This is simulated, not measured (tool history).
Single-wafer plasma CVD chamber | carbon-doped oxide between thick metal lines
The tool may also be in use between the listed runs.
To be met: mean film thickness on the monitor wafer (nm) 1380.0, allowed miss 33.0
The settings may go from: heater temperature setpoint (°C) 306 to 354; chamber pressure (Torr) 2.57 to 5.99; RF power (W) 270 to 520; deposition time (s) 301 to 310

| run | day | heater temperature setpoint (°C) | chamber pressure (Torr) | RF power (W) | deposition time (s) | mean film thickness on the monitor wafer (nm) |
|---|---|---|---|---|---|---|
| 1 | 0.000 | 330 | 4.28 | 395 | 301 | 1202.9 |
| 2 | 0.254 | 334 | 4.28 | 395 | 301 | 1194.6 |
| 3 | 0.617 | 333 | 4.52 | 410 | 302 | 1245.0 |
| 4 | 0.725 | 331 | 4.73 | 420 | 302 | 1282.3 |
| 5 | 0.808 | 331 | 4.73 | 365 | 302 | 1153.6 |
| 6 | 1.029 | 326 | 4.73 | 365 | 302 | 1178.3 |
| 7 | 1.388 | 324 | 4.91 | 380 | 303 | 1227.5 |
| 8 | 1.621 | 322 | 5.05 | 390 | 303 | 1264.6 |
| 9 | 1.888 | 321 | 5.18 | 400 | 303 | 1295.5 |
| 10 | 2.233 | 320 | 5.28 | 405 | 303 | 1315.5 |
| 11 | 2.383 | 319 | 5.37 | 410 | 303 | 1335.5 |

Which of these 4 next moves meets every target?
| A | 2.533 | 313 | 5.15 | 440 | 310 | ? |
| B | 2.533 | 316 | 5.58 | 445 | 309 | ? |
| C | 2.533 | 313 | 4.97 | 420 | 305 | ? |
| D | 2.533 | 323 | 4.79 | 480 | 304 | ? |

| move | mean film thickness on the monitor wafer (nm) |
|---|---|
| A | 1455.2 |
| B | 1464.8 |
| C | 1378.4 |
| D | 1445.9 |
A: takes the result that was furthest off past its target
B: takes the result that was furthest off past its target
C: meets every target
D: takes the result that was furthest off past its target
Move C is the one to make.

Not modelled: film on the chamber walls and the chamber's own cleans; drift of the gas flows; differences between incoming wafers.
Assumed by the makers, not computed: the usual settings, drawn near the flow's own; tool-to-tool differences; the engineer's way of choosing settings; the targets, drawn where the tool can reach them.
